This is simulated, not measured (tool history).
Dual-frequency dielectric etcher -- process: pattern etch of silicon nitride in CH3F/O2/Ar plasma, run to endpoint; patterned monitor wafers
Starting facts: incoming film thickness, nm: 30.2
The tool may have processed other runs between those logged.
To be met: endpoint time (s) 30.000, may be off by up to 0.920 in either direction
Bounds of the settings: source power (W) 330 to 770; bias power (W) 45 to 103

{"run": 1, "hour": 0.0, "source power (W)": 550, "bias power (W)": 74, "endpoint time (s)": 36.313}
{"run": 2, "hour": 1.6, "source power (W)": 510, "bias power (W)": 74, "endpoint time (s)": 37.629}
{"run": 3, "hour": 6.6, "source power (W)": 540, "bias power (W)": 75, "endpoint time (s)": 36.054}
{"run": 4, "hour": 8.7, "source power (W)": 560, "bias power (W)": 76, "endpoint time (s)": 36.232}
{"run": 5, "hour": 10.6, "source power (W)": 560, "bias power (W)": 68, "endpoint time (s)": 36.929}
{"run": 6, "hour": 14.9, "source power (W)": 630, "bias power (W)": 68, "endpoint time (s)": 35.055}
{"run": 7, "hour": 18.8, "source power (W)": 650, "bias power (W)": 70, "endpoint time (s)": 34.227}
{"run": 8, "hour": 21.2, "source power (W)": 670, "bias power (W)": 71, "endpoint time (s)": 32.733}
{"run": 9, "hour": 24.6, "source power (W)": 680, "bias power (W)": 71, "endpoint time (s)": 33.258}

Exactly one of the 5 candidate moves below puts every result within its allowed miss. Which one?
{"run": "A", "hour": 28.0, "source power (W)": 770, "bias power (W)": 99, "endpoint time (s)": "?"}
{"run": "B", "hour": 28.0, "source power (W)": 660, "bias power (W)": 78, "endpoint time (s)": "?"}
{"run": "C", "hour": 28.0, "source power (W)": 770, "bias power (W)": 79, "endpoint time (s)": "?"}
{"run": "D", "hour": 28.0, "source power (W)": 700, "bias power (W)": 69, "endpoint time (s)": "?"}
{"run": "E", "hour": 28.0, "source power (W)": 560, "bias power (W)": 70, "endpoint time (s)": "?"}

move=A endpoint_time_(s)=28.183
move=B endpoint_time_(s)=32.725
move=C endpoint_time_(s)=30.319
move=D endpoint_time_(s)=33.060
move=E endpoint_time_(s)=36.689
A: pushes the last run's worst result past its target
B: nearer than the last run, and not there yet
C: every result lands within tolerance
D: nearer than the last run, and not there yet
E: misses by more than the last run did
C is the move that brings every result within its allowed miss.

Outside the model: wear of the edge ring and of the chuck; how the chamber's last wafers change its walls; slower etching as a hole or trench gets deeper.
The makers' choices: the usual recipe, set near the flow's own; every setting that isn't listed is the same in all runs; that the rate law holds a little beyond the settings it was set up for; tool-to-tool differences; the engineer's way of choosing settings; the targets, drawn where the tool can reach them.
